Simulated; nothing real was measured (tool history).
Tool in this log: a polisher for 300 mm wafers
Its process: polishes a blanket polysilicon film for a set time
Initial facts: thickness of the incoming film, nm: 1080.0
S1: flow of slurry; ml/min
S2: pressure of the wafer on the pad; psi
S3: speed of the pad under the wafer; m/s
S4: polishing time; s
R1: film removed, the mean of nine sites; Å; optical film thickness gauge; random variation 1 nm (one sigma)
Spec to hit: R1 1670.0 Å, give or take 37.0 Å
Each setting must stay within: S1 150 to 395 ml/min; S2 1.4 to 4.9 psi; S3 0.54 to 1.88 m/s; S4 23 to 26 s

run 1 hour=0.0 | S1=250 S2=3.1 S3=1.20 S4=26 | R1=2745.4
run 2 hour=2.5 | S1=250 S2=3.1 S3=1.50 S4=26 | R1=3420.6
run 3 hour=7.0 | S1=250 S2=3.1 S3=1.50 S4=23 | R1=3023.2
run 4 hour=15.2 | S1=245 S2=2.8 S3=1.50 S4=23 | R1=2785.3
run 5 hour=18.3 | S1=245 S2=3.6 S3=1.50 S4=23 | R1=3404.3
run 6 hour=25.3 | S1=235 S2=3.2 S3=1.46 S4=23 | R1=3018.9
run 7 hour=26.5 | S1=235 S2=3.2 S3=1.46 S4=23 | R1=2997.3
run 8 hour=33.7 | S1=225 S2=2.9 S3=1.44 S4=23 | R1=2734.6
run 9 hour=38.9 | S1=220 S2=2.6 S3=1.42 S4=23 | R1=2452.0
run 10 hour=41.4 | S1=220 S2=2.6 S3=1.42 S4=23 | R1=2451.3
run 11 hour=48.2 | S1=200 S2=1.7 S3=1.42 S4=23 | R1=1758.8
run 12 hour=55.0 | S1=195 S2=1.7 S3=1.42 S4=23 | R1=1750.0
run 13 hour=56.3 | S1=190 S2=1.7 S3=1.42 S4=23 | R1=1758.9
run 14 hour=63.5 | S1=185 S2=1.7 S3=1.42 S4=23 | R1=1761.1
run 15 hour=68.4 | S1=185 S2=1.7 S3=1.42 S4=23 | R1=1741.8
run 16 hour=70.2 | S1=180 S2=1.7 S3=1.42 S4=23 | R1=1761.9

Exercise: of the 4 proposed moves below, exactly one satisfies all targets within the stated allowed misses. Which move is it?
run A hour=72.0 | S1=175 S2=2.2 S3=1.26 S4=23 | R1=?
run B hour=72.0 | S1=155 S2=1.8 S3=1.38 S4=23 | R1=?
run C hour=72.0 | S1=290 S2=1.6 S3=1.18 S4=26 | R1=?
run D hour=72.0 | S1=150 S2=1.5 S3=1.68 S4=23 | R1=?

move=A R1=1876.4
move=B R1=1740.0
move=C R1=1659.7
move=D R1=1846.5
A: its largest miss is bigger than the last run's
B: moves toward the targets from the last run without getting all of them in spec
C: all results land within tolerance of their targets
D: its largest miss is bigger than the last run's
C meets every target.
